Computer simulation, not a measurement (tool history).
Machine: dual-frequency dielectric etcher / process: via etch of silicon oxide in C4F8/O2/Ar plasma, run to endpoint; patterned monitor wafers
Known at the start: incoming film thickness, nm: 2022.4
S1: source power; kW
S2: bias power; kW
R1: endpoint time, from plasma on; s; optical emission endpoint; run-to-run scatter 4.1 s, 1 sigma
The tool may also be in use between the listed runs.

run  hour     S1     S2      R1
  1   0.0  2.120  1.829  405.89
  2   3.6  1.830  1.658  459.92
  3  10.0  1.830  1.963  436.59
  4  16.0  1.660  1.930  472.51
  5  19.0  1.850  1.930  435.94
  6  21.7  1.850  2.162  412.22

The next listed run, before its measurement:
  7  26.3  1.660  2.112   ?

Run 7 produced R1 460.41 s.
